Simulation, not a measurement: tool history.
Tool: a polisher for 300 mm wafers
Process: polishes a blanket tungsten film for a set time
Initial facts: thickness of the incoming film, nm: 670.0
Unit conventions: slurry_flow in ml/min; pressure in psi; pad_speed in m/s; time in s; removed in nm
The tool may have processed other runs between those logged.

run 1 hour=0.0 | slurry_flow=160 pressure=3.1 pad_speed=1.08 slurry_solids=1.0 time=77 | removed=296.39
run 2 hour=6.4 | slurry_flow=160 pressure=3.4 pad_speed=1.08 slurry_solids=1.0 time=77 | removed=322.89
run 3 hour=11.0 | slurry_flow=160 pressure=3.7 pad_speed=1.08 slurry_solids=1.0 time=77 | removed=354.96
run 4 hour=15.0 | slurry_flow=160 pressure=3.9 pad_speed=1.08 slurry_solids=1.0 time=77 | removed=366.45
-- hour=19.0 slurry blender recalibrated
run 5 hour=19.0 | slurry_flow=160 pressure=3.9 pad_speed=1.18 slurry_solids=1.0 time=77 | removed=417.20
run 6 hour=23.5 | slurry_flow=160 pressure=3.9 pad_speed=1.18 slurry_solids=1.0 time=81 | removed=446.63

The next listed run, before its measurement:
run 7 hour=32.1 | slurry_flow=160 pressure=4.0 pad_speed=1.18 slurry_solids=1.0 time=81 | removed=?

Run 7 came out at removed 455.69 nm.
